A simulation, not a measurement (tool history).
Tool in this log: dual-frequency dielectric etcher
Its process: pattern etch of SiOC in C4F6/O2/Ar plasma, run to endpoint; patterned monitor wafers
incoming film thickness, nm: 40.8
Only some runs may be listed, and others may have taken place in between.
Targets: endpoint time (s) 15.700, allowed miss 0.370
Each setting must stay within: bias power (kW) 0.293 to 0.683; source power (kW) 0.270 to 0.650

run 1 hour=0.0 | bias_power_(kW)=0.488 source_power_(kW)=0.460 | endpoint_time_(s)=13.160
run 2 hour=2.9 | bias_power_(kW)=0.472 source_power_(kW)=0.450 | endpoint_time_(s)=13.334
run 3 hour=11.2 | bias_power_(kW)=0.472 source_power_(kW)=0.530 | endpoint_time_(s)=12.452
run 4 hour=17.8 | bias_power_(kW)=0.472 source_power_(kW)=0.490 | endpoint_time_(s)=13.094
run 5 hour=19.8 | bias_power_(kW)=0.456 source_power_(kW)=0.480 | endpoint_time_(s)=13.147
run 6 hour=21.5 | bias_power_(kW)=0.406 source_power_(kW)=0.480 | endpoint_time_(s)=13.644
run 7 hour=22.3 | bias_power_(kW)=0.396 source_power_(kW)=0.470 | endpoint_time_(s)=14.068
run 8 hour=23.4 | bias_power_(kW)=0.387 source_power_(kW)=0.470 | endpoint_time_(s)=14.248
run 9 hour=30.4 | bias_power_(kW)=0.379 source_power_(kW)=0.470 | endpoint_time_(s)=14.094
run 10 hour=38.3 | bias_power_(kW)=0.371 source_power_(kW)=0.460 | endpoint_time_(s)=14.295
run 11 hour=44.2 | bias_power_(kW)=0.364 source_power_(kW)=0.450 | endpoint_time_(s)=14.881
run 12 hour=46.9 | bias_power_(kW)=0.359 source_power_(kW)=0.450 | endpoint_time_(s)=14.630
run 13 hour=51.1 | bias_power_(kW)=0.353 source_power_(kW)=0.450 | endpoint_time_(s)=14.842
run 14 hour=54.0 | bias_power_(kW)=0.348 source_power_(kW)=0.450 | endpoint_time_(s)=14.943
run 15 hour=56.1 | bias_power_(kW)=0.343 source_power_(kW)=0.450 | endpoint_time_(s)=14.882
-- hour=63.6 bias power generator calibrated
run 16 hour=63.6 | bias_power_(kW)=0.339 source_power_(kW)=0.450 | endpoint_time_(s)=15.238
run 17 hour=65.9 | bias_power_(kW)=0.336 source_power_(kW)=0.450 | endpoint_time_(s)=15.361
run 18 hour=66.9 | bias_power_(kW)=0.334 source_power_(kW)=0.450 | endpoint_time_(s)=15.087
run 19 hour=72.1 | bias_power_(kW)=0.330 source_power_(kW)=0.450 | endpoint_time_(s)=15.293

Exercise: of the 4 proposed moves below, exactly one satisfies all targets within the stated allowed misses. Which move is it?
run A hour=77.3 | bias_power_(kW)=0.330 source_power_(kW)=0.480 | endpoint_time_(s)=?
run B hour=77.3 | bias_power_(kW)=0.326 source_power_(kW)=0.510 | endpoint_time_(s)=?
run C hour=77.3 | bias_power_(kW)=0.400 source_power_(kW)=0.360 | endpoint_time_(s)=?
run D hour=77.3 | bias_power_(kW)=0.327 source_power_(kW)=0.510 | endpoint_time_(s)=?

move=A endpoint_time_(s)=14.852
move=B endpoint_time_(s)=14.579
move=C endpoint_time_(s)=15.468
move=D endpoint_time_(s)=14.565
A: further off than the last run
B: further off than the last run
C: all results in spec
D: further off than the last run
The move that meets every target is C.
